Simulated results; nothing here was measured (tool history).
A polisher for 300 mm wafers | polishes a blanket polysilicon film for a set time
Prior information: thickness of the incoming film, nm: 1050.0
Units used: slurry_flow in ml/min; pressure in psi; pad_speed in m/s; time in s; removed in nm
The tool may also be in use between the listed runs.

run	hour	slurry_flow	pressure	pad_speed	time	removed
1	0	200	3.1	1	57	449.19
2	1.9	200	2.9	1	57	428.4
3	7	200	3.3	1	57	480.87
4	8.2	200	3	1	57	444.13
5	14.5	200	2.8	1	57	412.14
6	15.8	230	2.8	1	57	438.6
7	22.2	220	2.7	1	57	406.57

What will run 8 give?
8	23.9	165	2	0.98	57	?

Run 8 produced removed 285.42 nm.

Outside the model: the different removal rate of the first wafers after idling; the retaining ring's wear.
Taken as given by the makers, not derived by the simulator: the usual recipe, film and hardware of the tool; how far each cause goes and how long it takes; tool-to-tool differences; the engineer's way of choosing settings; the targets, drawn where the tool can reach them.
